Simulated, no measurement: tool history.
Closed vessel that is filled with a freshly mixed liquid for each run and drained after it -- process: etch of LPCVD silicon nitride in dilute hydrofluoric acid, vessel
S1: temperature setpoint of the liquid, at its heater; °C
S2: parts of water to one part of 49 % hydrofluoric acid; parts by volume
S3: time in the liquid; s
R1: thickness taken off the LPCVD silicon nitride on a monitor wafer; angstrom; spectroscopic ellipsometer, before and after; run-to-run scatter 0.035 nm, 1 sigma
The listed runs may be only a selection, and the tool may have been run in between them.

{"run": 1, "day": 0.0, "S1": 23.0, "S2": 210, "S3": 3080, "R1": 64.399}
{"run": 2, "day": 0.129, "S1": 22.5, "S2": 210, "S3": 3080, "R1": 63.237}
{"run": 3, "day": 0.333, "S1": 22.5, "S2": 255, "S3": 3080, "R1": 51.996}
{"run": 4, "day": 0.508, "S1": 22.5, "S2": 255, "S3": 3290, "R1": 55.028}
{"run": 5, "day": 0.9, "S1": 22.5, "S2": 255, "S3": 3290, "R1": 55.235}
{"run": 6, "day": 1.154, "S1": 25.0, "S2": 255, "S3": 3290, "R1": 65.113}
{"run": 7, "day": 1.229, "S1": 24.0, "S2": 255, "S3": 3290, "R1": 61.189}
{"run": 8, "day": 1.462, "S1": 23.5, "S2": 255, "S3": 3290, "R1": 59.287}
{"run": 9, "day": 1.633, "S1": 23.0, "S2": 255, "S3": 3290, "R1": 57.368}

Run 10 has not been measured yet. What should we expect?
{"run": 10, "day": 1.846, "S1": 22.5, "S2": 255, "S3": 3290, "R1": "?"}

{"run 10": {"R1": 55.384}}
